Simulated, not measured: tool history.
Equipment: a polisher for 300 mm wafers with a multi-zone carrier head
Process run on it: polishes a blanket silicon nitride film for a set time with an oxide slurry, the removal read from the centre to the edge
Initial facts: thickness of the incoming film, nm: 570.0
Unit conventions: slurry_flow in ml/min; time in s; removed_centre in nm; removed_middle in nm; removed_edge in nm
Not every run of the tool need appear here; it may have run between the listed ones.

run,hour,slurry_flow,centre_zone,middle_zone,edge_zone,slurry_solids,time,removed_centre,removed_middle,removed_edge
1,0.0,120,1.00,1.00,1.00,1.00,51,30.688,30.865,30.090
2,7.7,130,0.98,1.02,1.03,1.05,51,31.580,31.645,32.341
3,12.5,135,0.96,1.06,1.02,1.10,51,32.490,34.121,32.448
4,17.1,135,0.96,1.06,0.97,1.10,51,32.529,34.944,31.513
5,19.1,140,0.94,1.08,1.00,1.15,51,32.694,35.897,32.752
6,26.1,145,0.93,1.10,1.03,1.20,51,33.258,36.092,34.327
7,33.1,150,0.91,1.12,1.04,1.25,51,32.931,37.412,34.799
8,41.2,155,0.90,1.13,1.05,1.30,51,33.210,39.197,36.243
9,49.7,160,0.90,1.13,1.06,1.30,51,33.652,39.402,36.689
10,55.7,165,0.90,1.13,1.07,1.30,51,34.360,39.233,36.982

For run 11, what comes out?
# hour 62.8: worn pad replaced by a new one
11,62.8,175,0.86,1.17,1.13,1.35,51,?,?,?

removed_centre: 37.003 nm
removed_middle: 46.500 nm
removed_edge: 42.929 nm

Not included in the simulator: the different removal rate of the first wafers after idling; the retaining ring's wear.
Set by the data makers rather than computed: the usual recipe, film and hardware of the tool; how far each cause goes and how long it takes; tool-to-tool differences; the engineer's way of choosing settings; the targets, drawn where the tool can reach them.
